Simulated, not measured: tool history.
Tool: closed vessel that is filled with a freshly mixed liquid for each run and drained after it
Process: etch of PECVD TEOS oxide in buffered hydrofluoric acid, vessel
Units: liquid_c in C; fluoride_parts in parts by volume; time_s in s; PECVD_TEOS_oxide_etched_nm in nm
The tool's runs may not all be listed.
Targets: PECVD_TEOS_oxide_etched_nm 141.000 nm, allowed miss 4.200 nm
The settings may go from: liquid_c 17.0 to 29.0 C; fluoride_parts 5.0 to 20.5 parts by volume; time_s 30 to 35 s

run 1 hour=0.0 | liquid_c=21.0 fluoride_parts=12.5 time_s=35 | PECVD_TEOS_oxide_etched_nm=92.989
run 2 hour=6.4 | liquid_c=22.5 fluoride_parts=12.5 time_s=35 | PECVD_TEOS_oxide_etched_nm=99.929
run 3 hour=10.3 | liquid_c=23.5 fluoride_parts=12.5 time_s=35 | PECVD_TEOS_oxide_etched_nm=106.720
run 4 hour=11.8 | liquid_c=23.5 fluoride_parts=15.0 time_s=35 | PECVD_TEOS_oxide_etched_nm=89.593
run 5 hour=18.4 | liquid_c=23.5 fluoride_parts=12.5 time_s=35 | PECVD_TEOS_oxide_etched_nm=107.820
run 6 hour=21.6 | liquid_c=25.0 fluoride_parts=12.5 time_s=35 | PECVD_TEOS_oxide_etched_nm=117.330
run 7 hour=28.3 | liquid_c=25.5 fluoride_parts=12.5 time_s=35 | PECVD_TEOS_oxide_etched_nm=119.240
run 8 hour=29.7 | liquid_c=26.0 fluoride_parts=12.5 time_s=35 | PECVD_TEOS_oxide_etched_nm=121.060
run 9 hour=34.8 | liquid_c=26.5 fluoride_parts=12.5 time_s=35 | PECVD_TEOS_oxide_etched_nm=125.300
run 10 hour=40.0 | liquid_c=27.0 fluoride_parts=12.5 time_s=35 | PECVD_TEOS_oxide_etched_nm=128.180
run 11 hour=47.4 | liquid_c=27.5 fluoride_parts=12.5 time_s=35 | PECVD_TEOS_oxide_etched_nm=132.720

4 next moves are on the table. One of them brings every result within its allowed miss. Which?
run A hour=54.8 | liquid_c=26.0 fluoride_parts=10.0 time_s=30 | PECVD_TEOS_oxide_etched_nm=?
run B hour=54.8 | liquid_c=28.0 fluoride_parts=11.5 time_s=35 | PECVD_TEOS_oxide_etched_nm=?
run C hour=54.8 | liquid_c=25.5 fluoride_parts=10.5 time_s=35 | PECVD_TEOS_oxide_etched_nm=?
run D hour=54.8 | liquid_c=28.5 fluoride_parts=11.5 time_s=30 | PECVD_TEOS_oxide_etched_nm=?

move=A PECVD_TEOS_oxide_etched_nm=129.940
move=B PECVD_TEOS_oxide_etched_nm=147.250
move=C PECVD_TEOS_oxide_etched_nm=140.730
move=D PECVD_TEOS_oxide_etched_nm=129.610
A: further off than the last run
B: takes the result that was furthest off past its target
C: meets every target
D: further off than the last run
Move C is the one to make.

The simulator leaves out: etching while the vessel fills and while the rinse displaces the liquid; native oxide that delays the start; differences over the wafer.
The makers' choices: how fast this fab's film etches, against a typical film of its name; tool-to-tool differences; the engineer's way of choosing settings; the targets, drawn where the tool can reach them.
